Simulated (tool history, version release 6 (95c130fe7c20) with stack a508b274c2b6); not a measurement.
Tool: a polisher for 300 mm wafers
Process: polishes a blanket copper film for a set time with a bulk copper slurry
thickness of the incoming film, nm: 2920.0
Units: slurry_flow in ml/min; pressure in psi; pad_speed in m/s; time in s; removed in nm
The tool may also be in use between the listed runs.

run	hour	slurry_flow	pressure	pad_speed	slurry_solids	time	removed
1	0	260	1.7	1.36	1	38	318.45
2	2	225	1.7	1.36	1	38	310.62
3	3.3	225	1.7	1.36	0.9	38	311.65
4	8.8	225	1.6	1.36	0.9	38	292.86
5	11.6	225	1.5	1.36	0.9	38	277.61
6	18.5	225	1.7	1.36	0.9	38	307.14
7	25.2	225	1.7	1.36	0.9	38	313.4

Forecast run 8:
8	27.9	225	1.6	1.36	0.9	38	?

{"run 8": {"removed": 292.01}}
